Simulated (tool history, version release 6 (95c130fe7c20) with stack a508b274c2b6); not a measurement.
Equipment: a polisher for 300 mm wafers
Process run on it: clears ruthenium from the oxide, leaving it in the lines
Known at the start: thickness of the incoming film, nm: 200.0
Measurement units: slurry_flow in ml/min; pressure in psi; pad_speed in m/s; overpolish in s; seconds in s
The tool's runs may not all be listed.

run 1 hour=0 | slurry_flow=190 pressure=2.4 pad_speed=1.26 overpolish=4 | seconds=120.7
run 2 hour=5.7 | slurry_flow=185 pressure=2.2 pad_speed=1.26 overpolish=4 | seconds=133.11
run 3 hour=6.7 | slurry_flow=180 pressure=2.1 pad_speed=1.26 overpolish=4 | seconds=139.13
run 4 hour=8.9 | slurry_flow=180 pressure=2.1 pad_speed=1.48 overpolish=4 | seconds=121.39
run 5 hour=14.6 | slurry_flow=150 pressure=2.1 pad_speed=1.48 overpolish=4 | seconds=120.81
run 6 hour=18.1 | slurry_flow=150 pressure=1.9 pad_speed=1.48 overpolish=4 | seconds=134.44
run 7 hour=20.2 | slurry_flow=150 pressure=1.8 pad_speed=1.48 overpolish=4 | seconds=141.24

What does the tool deliver on the next run?
run 8 hour=21.8 | slurry_flow=145 pressure=1.6 pad_speed=1.48 overpolish=4 | seconds=?

Run 8 gave seconds 161.01 s.
